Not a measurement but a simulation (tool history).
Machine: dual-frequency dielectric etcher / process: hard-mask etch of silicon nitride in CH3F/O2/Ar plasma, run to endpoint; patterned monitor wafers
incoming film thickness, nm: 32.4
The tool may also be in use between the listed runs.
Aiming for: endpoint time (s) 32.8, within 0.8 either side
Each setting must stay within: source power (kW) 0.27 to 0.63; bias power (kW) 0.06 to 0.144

run 1 hour=0 | source_power_(kW)=0.45 bias_power_(kW)=0.102 | endpoint_time_(s)=41.82
run 2 hour=2.7 | source_power_(kW)=0.38 bias_power_(kW)=0.102 | endpoint_time_(s)=45.259
run 3 hour=5.2 | source_power_(kW)=0.41 bias_power_(kW)=0.105 | endpoint_time_(s)=43.186
run 4 hour=12.4 | source_power_(kW)=0.46 bias_power_(kW)=0.105 | endpoint_time_(s)=40.507
run 5 hour=17 | source_power_(kW)=0.48 bias_power_(kW)=0.106 | endpoint_time_(s)=39.269
run 6 hour=19 | source_power_(kW)=0.56 bias_power_(kW)=0.106 | endpoint_time_(s)=36.5
run 7 hour=23.7 | source_power_(kW)=0.57 bias_power_(kW)=0.107 | endpoint_time_(s)=36.016
run 8 hour=29.6 | source_power_(kW)=0.58 bias_power_(kW)=0.108 | endpoint_time_(s)=35.739
run 9 hour=30.6 | source_power_(kW)=0.59 bias_power_(kW)=0.109 | endpoint_time_(s)=34.938
run 10 hour=31.5 | source_power_(kW)=0.59 bias_power_(kW)=0.109 | endpoint_time_(s)=35.085
run 11 hour=38.1 | source_power_(kW)=0.6 bias_power_(kW)=0.11 | endpoint_time_(s)=34.631
run 12 hour=41.9 | source_power_(kW)=0.6 bias_power_(kW)=0.111 | endpoint_time_(s)=34.419
run 13 hour=48.7 | source_power_(kW)=0.6 bias_power_(kW)=0.112 | endpoint_time_(s)=34.293
run 14 hour=50 | source_power_(kW)=0.6 bias_power_(kW)=0.113 | endpoint_time_(s)=34.353
run 15 hour=53.5 | source_power_(kW)=0.6 bias_power_(kW)=0.114 | endpoint_time_(s)=33.944
run 16 hour=58.9 | source_power_(kW)=0.6 bias_power_(kW)=0.114 | endpoint_time_(s)=33.926

Which of these 5 next moves meets every target?
run A hour=64.3 | source_power_(kW)=0.47 bias_power_(kW)=0.137 | endpoint_time_(s)=?
run B hour=64.3 | source_power_(kW)=0.61 bias_power_(kW)=0.123 | endpoint_time_(s)=?
run C hour=64.3 | source_power_(kW)=0.51 bias_power_(kW)=0.125 | endpoint_time_(s)=?
run D hour=64.3 | source_power_(kW)=0.58 bias_power_(kW)=0.112 | endpoint_time_(s)=?
run E hour=64.3 | source_power_(kW)=0.58 bias_power_(kW)=0.117 | endpoint_time_(s)=?

move=A endpoint_time_(s)=35.379
move=B endpoint_time_(s)=32.719
move=C endpoint_time_(s)=35.444
move=D endpoint_time_(s)=35.028
move=E endpoint_time_(s)=34.316
A: moves away from the targets compared with the last run
B: in spec on every target
C: moves away from the targets compared with the last run
D: moves away from the targets compared with the last run
E: moves away from the targets compared with the last run
B meets every target.
